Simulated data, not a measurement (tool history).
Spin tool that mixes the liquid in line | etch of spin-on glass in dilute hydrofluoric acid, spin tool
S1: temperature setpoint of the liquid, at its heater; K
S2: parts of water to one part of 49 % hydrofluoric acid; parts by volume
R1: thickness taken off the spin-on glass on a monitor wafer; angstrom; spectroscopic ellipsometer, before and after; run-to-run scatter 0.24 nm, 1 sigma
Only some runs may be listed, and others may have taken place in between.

{"run": 1, "hour": 0.0, "S1": 296.15, "S2": 190, "time under the liquid (s)": 270, "R1": 415.65}
{"run": 2, "hour": 7.9, "S1": 292.65, "S2": 190, "time under the liquid (s)": 270, "R1": 370.38}
{"run": 3, "hour": 9.9, "S1": 292.65, "S2": 190, "time under the liquid (s)": 270, "R1": 362.46}
{"run": 4, "hour": 10.6, "S1": 292.65, "S2": 240, "time under the liquid (s)": 270, "R1": 276.75}
{"run": 5, "hour": 17.7, "S1": 295.65, "S2": 240, "time under the liquid (s)": 270, "R1": 311.92}
{"run": 6, "hour": 25.7, "S1": 296.15, "S2": 240, "time under the liquid (s)": 270, "R1": 315.15}

Run 7 comes next. What will it give?
{"run": 7, "hour": 34.1, "S1": 300.15, "S2": 240, "time under the liquid (s)": 270, "R1": "?"}

R1: 365.75 angstrom
